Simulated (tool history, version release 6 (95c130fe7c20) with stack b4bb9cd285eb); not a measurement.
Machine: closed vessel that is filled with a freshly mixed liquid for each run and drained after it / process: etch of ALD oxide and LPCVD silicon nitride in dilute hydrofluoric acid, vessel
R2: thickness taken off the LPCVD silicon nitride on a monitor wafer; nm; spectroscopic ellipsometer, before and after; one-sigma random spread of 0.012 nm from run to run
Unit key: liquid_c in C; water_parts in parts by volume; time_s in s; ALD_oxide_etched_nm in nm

{"run": 1, "day": 0.0, "liquid_c": 23, "water_parts": 225, "time_s": 225, "ALD_oxide_etched_nm": 12.815, "R2": 0.47679}
{"run": 2, "day": 0.254, "liquid_c": 23, "water_parts": 225, "time_s": 170, "ALD_oxide_etched_nm": 9.8761, "R2": 0.34828}
{"run": 3, "day": 0.575, "liquid_c": 25.5, "water_parts": 225, "time_s": 170, "ALD_oxide_etched_nm": 10.691, "R2": 0.46566}
{"run": 4, "day": 0.879, "liquid_c": 25.5, "water_parts": 225, "time_s": 120, "ALD_oxide_etched_nm": 7.4758, "R2": 0.27926}
{"run": 5, "day": 1.096, "liquid_c": 25.5, "water_parts": 155, "time_s": 120, "ALD_oxide_etched_nm": 11.911, "R2": 0.44709}
{"run": 6, "day": 1.271, "liquid_c": 27.5, "water_parts": 155, "time_s": 120, "ALD_oxide_etched_nm": 12.644, "R2": 0.45391}

The next listed run, before its measurement:
{"run": 7, "day": 1.358, "liquid_c": 25, "water_parts": 165, "time_s": 120, "ALD_oxide_etched_nm": "?", "R2": "?"}

{"run 7": {"ALD_oxide_etched_nm": 10.701, "R2": 0.39551}}

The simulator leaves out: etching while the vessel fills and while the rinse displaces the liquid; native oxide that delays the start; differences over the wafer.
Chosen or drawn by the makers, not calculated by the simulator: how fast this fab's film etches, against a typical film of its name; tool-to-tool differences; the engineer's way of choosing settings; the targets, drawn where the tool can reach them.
